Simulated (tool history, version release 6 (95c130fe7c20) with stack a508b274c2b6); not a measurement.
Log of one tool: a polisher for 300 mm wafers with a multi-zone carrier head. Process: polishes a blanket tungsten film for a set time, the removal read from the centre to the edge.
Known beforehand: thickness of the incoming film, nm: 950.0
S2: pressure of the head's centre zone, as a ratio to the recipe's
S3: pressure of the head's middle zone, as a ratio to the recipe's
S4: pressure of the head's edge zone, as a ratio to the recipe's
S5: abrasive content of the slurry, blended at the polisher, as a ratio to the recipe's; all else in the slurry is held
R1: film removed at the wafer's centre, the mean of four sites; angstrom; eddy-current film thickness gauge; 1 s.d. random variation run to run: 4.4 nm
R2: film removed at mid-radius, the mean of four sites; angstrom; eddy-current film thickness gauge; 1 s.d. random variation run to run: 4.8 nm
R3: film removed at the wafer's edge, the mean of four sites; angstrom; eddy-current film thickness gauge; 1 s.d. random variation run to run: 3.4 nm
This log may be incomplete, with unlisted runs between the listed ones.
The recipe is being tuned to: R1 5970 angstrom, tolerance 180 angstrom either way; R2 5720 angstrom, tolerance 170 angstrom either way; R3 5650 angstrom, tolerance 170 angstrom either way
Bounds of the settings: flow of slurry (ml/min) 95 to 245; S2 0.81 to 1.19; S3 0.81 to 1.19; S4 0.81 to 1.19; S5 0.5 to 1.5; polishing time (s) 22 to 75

run 1 day=0 | flow_of_slurry_(ml/min)=155 S2=1 S3=1 S4=1 S5=1 polishing_time_(s)=48 | R1=3750.6 R2=3834.2 R3=3706.1
run 2 day=0.308 | flow_of_slurry_(ml/min)=155 S2=1 S3=1 S4=1 S5=1 polishing_time_(s)=40 | R1=3152 R2=3220.4 R3=3095.3
run 3 day=0.542 | flow_of_slurry_(ml/min)=155 S2=1 S3=1 S4=1 S5=0.85 polishing_time_(s)=40 | R1=2991.1 R2=3140.7 R3=3006.7
run 4 day=0.854 | flow_of_slurry_(ml/min)=155 S2=1 S3=1 S4=1 S5=0.7 polishing_time_(s)=40 | R1=2951.2 R2=3029.4 R3=2919.3
run 5 day=0.875 | flow_of_slurry_(ml/min)=155 S2=1 S3=1 S4=1 S5=0.9 polishing_time_(s)=40 | R1=3054.8 R2=3135.6 R3=3028.6
run 6 day=0.971 | flow_of_slurry_(ml/min)=160 S2=1.01 S3=1.01 S4=1.02 S5=1 polishing_time_(s)=42 | R1=3308.6 R2=3398.3 R3=3303.3
run 7 day=1.1 | flow_of_slurry_(ml/min)=170 S2=1.03 S3=1.02 S4=1.04 S5=1.05 polishing_time_(s)=44 | R1=3702.6 R2=3654.4 R3=3544.1
run 8 day=1.354 | flow_of_slurry_(ml/min)=185 S2=1.02 S3=1.07 S4=1.14 S5=1.3 polishing_time_(s)=58 | R1=5081 R2=5249.1 R3=5122.1
run 9 day=1.675 | flow_of_slurry_(ml/min)=190 S2=1.03 S3=1.07 S4=1.15 S5=1.3 polishing_time_(s)=58 | R1=5120.6 R2=5272.5 R3=5142.6
run 10 day=1.779 | flow_of_slurry_(ml/min)=195 S2=1.04 S3=1.07 S4=1.15 S5=1.35 polishing_time_(s)=58 | R1=5261.4 R2=5422.2 R3=5186.6
run 11 day=1.988 | flow_of_slurry_(ml/min)=195 S2=1.05 S3=1.06 S4=1.16 S5=1.35 polishing_time_(s)=58 | R1=5274.8 R2=5358.4 R3=5278.3

Exercise: of the 4 proposed moves below, exactly one satisfies all targets within the stated allowed misses. Which move is it?
run A day=2.196 | flow_of_slurry_(ml/min)=180 S2=0.95 S3=0.98 S4=1.19 S5=1.45 polishing_time_(s)=60 | R1=? R2=? R3=?
run B day=2.196 | flow_of_slurry_(ml/min)=155 S2=1.09 S3=1.04 S4=1.12 S5=1.2 polishing_time_(s)=67 | R1=? R2=? R3=?
run C day=2.196 | flow_of_slurry_(ml/min)=175 S2=0.95 S3=1.13 S4=1.19 S5=1.4 polishing_time_(s)=59 | R1=? R2=? R3=?
run D day=2.196 | flow_of_slurry_(ml/min)=180 S2=0.98 S3=1.1 S4=1.19 S5=1.5 polishing_time_(s)=55 | R1=? R2=? R3=?

move=A R1=5017.1 R2=5221.1 R3=5555.6
move=B R1=6009.4 R2=5699.7 R3=5689.1
move=C R1=4876.3 R2=5635.1 R3=5395.6
move=D R1=4781.5 R2=5245.4 R3=5120.6
A: lands further from the targets than the last run did
B: meets every target
C: lands further from the targets than the last run did
D: lands further from the targets than the last run did
Go with B: it meets all targets.

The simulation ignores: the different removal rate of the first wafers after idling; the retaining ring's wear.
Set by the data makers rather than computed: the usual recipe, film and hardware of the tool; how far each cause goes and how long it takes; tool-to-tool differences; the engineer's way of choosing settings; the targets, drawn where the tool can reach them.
